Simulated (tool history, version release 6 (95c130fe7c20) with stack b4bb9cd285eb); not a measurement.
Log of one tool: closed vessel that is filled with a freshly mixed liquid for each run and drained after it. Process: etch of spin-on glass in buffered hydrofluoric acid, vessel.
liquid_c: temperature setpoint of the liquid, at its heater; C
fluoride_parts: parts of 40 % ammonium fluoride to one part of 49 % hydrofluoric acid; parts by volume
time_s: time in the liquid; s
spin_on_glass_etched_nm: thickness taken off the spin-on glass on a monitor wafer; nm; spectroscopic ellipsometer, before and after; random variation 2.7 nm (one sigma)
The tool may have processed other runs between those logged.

run,hour,liquid_c,fluoride_parts,time_s,spin_on_glass_etched_nm
1,0.0,25.0,7,95,492.27
2,5.7,24.5,7,95,485.59
3,9.5,24.5,7,105,539.84
4,15.3,21.5,7,105,450.91
5,16.4,21.0,7,105,447.22
6,25.0,23.5,7,105,500.67

Run 7 is up next; what results do you expect?
7,32.4,22.5,7,105,?

{"run 7": {"spin_on_glass_etched_nm": 478.02}}
